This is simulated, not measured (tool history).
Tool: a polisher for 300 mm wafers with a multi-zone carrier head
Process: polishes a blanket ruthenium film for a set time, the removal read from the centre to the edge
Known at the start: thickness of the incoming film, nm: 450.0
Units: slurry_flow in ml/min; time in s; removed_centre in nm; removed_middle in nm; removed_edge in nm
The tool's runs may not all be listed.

run	hour	slurry_flow	centre_zone	middle_zone	edge_zone	time	removed_centre	removed_middle	removed_edge
1	0.0	270	1.00	1.00	1.00	43	69.704	70.951	67.371
2	1.2	260	0.98	0.96	0.99	41	64.534	63.277	65.295
3	4.6	265	0.97	0.95	0.97	39	60.842	60.257	63.183
4	10.6	260	0.97	0.94	0.96	37	57.797	56.215	59.819
5	19.5	325	0.97	0.94	0.96	37	58.757	57.993	57.856
6	26.2	325	1.05	0.94	0.96	37	64.085	58.296	58.673
7	27.0	330	1.02	0.92	0.95	36	61.243	55.402	58.667
8	35.2	340	1.00	0.91	0.95	35	57.434	54.389	56.145
9	36.6	345	0.99	0.89	0.94	34	54.954	51.030	54.988
10	45.0	350	0.98	0.88	0.93	33	53.845	49.688	52.915
11	53.8	350	0.96	0.87	0.92	33	52.947	48.340	52.313

The next listed run, before its measurement:
12	57.8	275	0.87	0.86	0.91	33	?	?	?

Run 12 gave removed_centre 46.432 nm, removed_middle 47.202 nm, removed_edge 52.400 nm.
